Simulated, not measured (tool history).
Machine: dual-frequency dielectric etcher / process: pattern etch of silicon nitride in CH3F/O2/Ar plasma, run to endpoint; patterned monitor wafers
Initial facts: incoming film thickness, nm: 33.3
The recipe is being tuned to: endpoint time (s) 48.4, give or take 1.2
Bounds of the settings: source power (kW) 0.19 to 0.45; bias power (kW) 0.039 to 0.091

{"run": 1, "hour": 0.0, "source power (kW)": 0.32, "bias power (kW)": 0.065, "endpoint time (s)": 54.259}
{"run": 2, "hour": 2.3, "source power (kW)": 0.34, "bias power (kW)": 0.065, "endpoint time (s)": 52.525}
{"run": 3, "hour": 9.2, "source power (kW)": 0.31, "bias power (kW)": 0.065, "endpoint time (s)": 54.686}
{"run": 4, "hour": 12.2, "source power (kW)": 0.31, "bias power (kW)": 0.06, "endpoint time (s)": 56.185}
{"run": 5, "hour": 15.5, "source power (kW)": 0.25, "bias power (kW)": 0.06, "endpoint time (s)": 61.32}
{"run": 6, "hour": 22.0, "source power (kW)": 0.25, "bias power (kW)": 0.052, "endpoint time (s)": 65.094}
{"run": 7, "hour": 24.2, "source power (kW)": 0.3, "bias power (kW)": 0.055, "endpoint time (s)": 59.199}
{"run": 8, "hour": 26.2, "source power (kW)": 0.33, "bias power (kW)": 0.057, "endpoint time (s)": 56.349}
{"run": 9, "hour": 32.8, "source power (kW)": 0.36, "bias power (kW)": 0.058, "endpoint time (s)": 54.224}
{"run": 10, "hour": 35.8, "source power (kW)": 0.38, "bias power (kW)": 0.059, "endpoint time (s)": 52.722}
{"run": 11, "hour": 43.8, "source power (kW)": 0.4, "bias power (kW)": 0.06, "endpoint time (s)": 51.495}
{"run": 12, "hour": 48.1, "source power (kW)": 0.41, "bias power (kW)": 0.061, "endpoint time (s)": 50.728}
{"run": 13, "hour": 51.0, "source power (kW)": 0.42, "bias power (kW)": 0.062, "endpoint time (s)": 49.739}

Which one of the following 4 next-run settings gets every result inside its allowed miss? There is exactly one.
{"run": "A", "hour": 53.9, "source power (kW)": 0.43, "bias power (kW)": 0.066, "endpoint time (s)": "?"}
{"run": "B", "hour": 53.9, "source power (kW)": 0.39, "bias power (kW)": 0.061, "endpoint time (s)": "?"}
{"run": "C", "hour": 53.9, "source power (kW)": 0.43, "bias power (kW)": 0.053, "endpoint time (s)": "?"}
{"run": "D", "hour": 53.9, "source power (kW)": 0.38, "bias power (kW)": 0.066, "endpoint time (s)": "?"}

move=A endpoint_time_(s)=48.168
move=B endpoint_time_(s)=51.473
move=C endpoint_time_(s)=52.069
move=D endpoint_time_(s)=50.529
A: every result lands within tolerance
B: its largest miss is bigger than the last run's
C: its largest miss is bigger than the last run's
D: its largest miss is bigger than the last run's
A is the move that brings every result within its allowed miss.

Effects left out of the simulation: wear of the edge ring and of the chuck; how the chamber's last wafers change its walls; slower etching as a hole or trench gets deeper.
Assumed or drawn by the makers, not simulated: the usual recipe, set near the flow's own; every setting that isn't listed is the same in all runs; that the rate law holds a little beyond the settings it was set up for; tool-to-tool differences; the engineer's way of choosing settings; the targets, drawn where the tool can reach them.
